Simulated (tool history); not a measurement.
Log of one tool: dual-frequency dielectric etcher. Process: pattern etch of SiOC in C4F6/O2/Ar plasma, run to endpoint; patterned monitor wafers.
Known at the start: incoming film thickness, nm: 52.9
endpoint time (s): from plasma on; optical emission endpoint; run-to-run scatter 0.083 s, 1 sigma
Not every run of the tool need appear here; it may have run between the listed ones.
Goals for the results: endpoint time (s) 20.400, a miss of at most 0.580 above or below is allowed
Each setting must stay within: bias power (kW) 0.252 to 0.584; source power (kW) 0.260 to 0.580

run	hour	bias power (kW)	source power (kW)	endpoint time (s)
1	0.0	0.418	0.420	17.759
2	8.3	0.405	0.410	18.133
3	15.8	0.394	0.410	18.222
4	21.4	0.383	0.400	18.808
5	27.2	0.412	0.400	18.023
6	35.0	0.440	0.400	17.463
7	40.3	0.428	0.400	17.751
8	45.0	0.428	0.400	17.651
9	52.6	0.417	0.400	17.935
10	54.0	0.406	0.400	18.255
11	55.8	0.397	0.400	18.350

Exactly one of the 4 candidate moves below puts every result within its allowed miss. Which one?
A	57.6	0.539	0.450	?
B	57.6	0.305	0.330	?
C	57.6	0.462	0.440	?
D	57.6	0.326	0.400	?

move	endpoint time (s)
A	15.314
B	22.350
C	16.581
D	20.252
A: further off than the last run
B: takes the result that was furthest off past its target
C: further off than the last run
D: all results in spec
Move D is the one to make.

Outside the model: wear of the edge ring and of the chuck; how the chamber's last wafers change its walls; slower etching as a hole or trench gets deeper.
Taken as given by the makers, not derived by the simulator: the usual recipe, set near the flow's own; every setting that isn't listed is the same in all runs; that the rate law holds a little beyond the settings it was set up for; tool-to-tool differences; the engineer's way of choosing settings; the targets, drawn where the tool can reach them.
